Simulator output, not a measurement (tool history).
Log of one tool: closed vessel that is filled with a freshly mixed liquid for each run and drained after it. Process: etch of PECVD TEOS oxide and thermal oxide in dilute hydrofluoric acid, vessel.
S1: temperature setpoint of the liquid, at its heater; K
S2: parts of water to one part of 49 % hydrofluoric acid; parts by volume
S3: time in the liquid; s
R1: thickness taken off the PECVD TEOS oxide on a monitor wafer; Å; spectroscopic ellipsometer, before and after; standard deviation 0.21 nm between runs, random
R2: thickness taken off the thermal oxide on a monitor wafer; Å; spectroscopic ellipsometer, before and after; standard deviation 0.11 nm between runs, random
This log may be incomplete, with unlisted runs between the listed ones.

Run 1, hour 0.0: S1 295.15 K, S2 100 parts by volume, S3 170 s. Result: R1 163.44 Å, R2 62.911 Å.
Run 2, hour 7.2: S1 298.15 K, S2 100 parts by volume, S3 170 s. Result: R1 188.29 Å, R2 71.002 Å.
Run 3, hour 13.7: S1 298.15 K, S2 100 parts by volume, S3 235 s. Result: R1 260.03 Å, R2 97.918 Å.
Run 4, hour 15.3: S1 299.65 K, S2 100 parts by volume, S3 235 s. Result: R1 275.02 Å, R2 105.130 Å.
Run 5, hour 22.9: S1 300.65 K, S2 100 parts by volume, S3 235 s. Result: R1 286.09 Å, R2 109.090 Å.
Run 6, hour 25.4: S1 301.15 K, S2 100 parts by volume, S3 235 s. Result: R1 290.40 Å, R2 111.640 Å.
Run 7, hour 27.5: S1 301.65 K, S2 100 parts by volume, S3 235 s. Result: R1 298.60 Å, R2 114.120 Å.
Run 8, hour 34.5: S1 302.15 K, S2 100 parts by volume, S3 235 s. Result: R1 307.20 Å, R2 116.230 Å.

Run 9 is up next; what results do you expect?
Run 9, hour 43.6: S1 302.65 K, S2 100 parts by volume, S3 235 s. Result: R1 ?, R2 ?.

Logged for run 9: R1 311.29 Å, R2 116.070 Å.
